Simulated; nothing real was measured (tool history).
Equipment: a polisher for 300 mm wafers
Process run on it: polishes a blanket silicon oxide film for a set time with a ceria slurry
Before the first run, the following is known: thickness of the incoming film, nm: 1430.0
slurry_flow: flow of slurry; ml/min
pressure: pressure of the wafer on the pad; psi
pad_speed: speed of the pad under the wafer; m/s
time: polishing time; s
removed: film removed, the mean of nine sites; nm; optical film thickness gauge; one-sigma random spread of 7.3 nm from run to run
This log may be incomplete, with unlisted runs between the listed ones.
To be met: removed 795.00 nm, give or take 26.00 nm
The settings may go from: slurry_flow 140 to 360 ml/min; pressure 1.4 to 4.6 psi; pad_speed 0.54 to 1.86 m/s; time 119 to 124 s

run 1 day=0.000 | slurry_flow=230 pressure=3.0 pad_speed=1.18 time=119 | removed=521.30
run 2 day=0.242 | slurry_flow=275 pressure=3.0 pad_speed=1.18 time=119 | removed=525.39
run 3 day=0.350 | slurry_flow=225 pressure=3.0 pad_speed=1.18 time=119 | removed=525.77
run 4 day=0.517 | slurry_flow=225 pressure=3.3 pad_speed=1.18 time=119 | removed=561.16
run 5 day=0.750 | slurry_flow=225 pressure=3.6 pad_speed=1.18 time=119 | removed=592.77
run 6 day=0.779 | slurry_flow=225 pressure=3.8 pad_speed=1.20 time=119 | removed=629.07
run 7 day=0.983 | slurry_flow=225 pressure=4.0 pad_speed=1.22 time=119 | removed=671.04
run 8 day=1.108 | slurry_flow=225 pressure=4.1 pad_speed=1.24 time=119 | removed=682.42
run 9 day=1.450 | slurry_flow=225 pressure=4.2 pad_speed=1.26 time=119 | removed=700.32
run 10 day=1.712 | slurry_flow=235 pressure=4.6 pad_speed=1.26 time=119 | removed=768.08

Which single option among these 4 for the next run brings every result within its allowed miss of target? Just one does.
run A day=1.975 | slurry_flow=265 pressure=4.5 pad_speed=1.30 time=120 | removed=?
run B day=1.975 | slurry_flow=195 pressure=4.4 pad_speed=1.28 time=119 | removed=?
run C day=1.975 | slurry_flow=225 pressure=4.6 pad_speed=1.18 time=122 | removed=?
run D day=1.975 | slurry_flow=215 pressure=4.5 pad_speed=1.42 time=122 | removed=?

move=A removed=787.05
move=B removed=730.60
move=C removed=731.72
move=D removed=850.06
A: all results in spec
B: further off than the last run
C: further off than the last run
D: carries the result that was furthest off beyond its target, to the other side
A meets every target.
